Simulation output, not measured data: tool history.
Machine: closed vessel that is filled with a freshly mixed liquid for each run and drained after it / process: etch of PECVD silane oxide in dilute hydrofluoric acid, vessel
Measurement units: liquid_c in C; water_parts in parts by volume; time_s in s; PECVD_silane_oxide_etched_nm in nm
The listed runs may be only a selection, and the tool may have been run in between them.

| run | hour | liquid_c | water_parts | time_s | PECVD_silane_oxide_etched_nm |
|---|---|---|---|---|---|
| 1 | 0.0 | 24.0 | 60 | 30 | 13.270 |
| 2 | 1.3 | 24.0 | 70 | 30 | 11.070 |
| 3 | 3.8 | 25.5 | 60 | 30 | 14.014 |
| 4 | 5.9 | 24.0 | 60 | 30 | 13.057 |
| 5 | 8.0 | 24.0 | 60 | 30 | 13.400 |
| 6 | 10.1 | 26.5 | 60 | 30 | 14.561 |
| 7 | 11.2 | 27.5 | 50 | 30 | 18.823 |
| 8 | 16.8 | 28.5 | 45 | 30 | 21.517 |
| 9 | 24.2 | 32.0 | 20 | 30 | 57.960 |
| 10 | 31.8 | 31.0 | 20 | 30 | 55.705 |
| 11 | 36.5 | 30.0 | 20 | 30 | 53.825 |
| 12 | 38.9 | 29.0 | 20 | 30 | 52.369 |
| 13 | 47.7 | 28.0 | 20 | 30 | 48.874 |
| 14 | 54.6 | 27.5 | 20 | 30 | 47.949 |
| 15 | 56.6 | 27.5 | 20 | 30 | 48.376 |

Run 16 is up next; what results do you expect?
| 16 | 59.6 | 27.5 | 20 | 30 | ? |

Run 16 came out at PECVD_silane_oxide_etched_nm 47.838 nm.
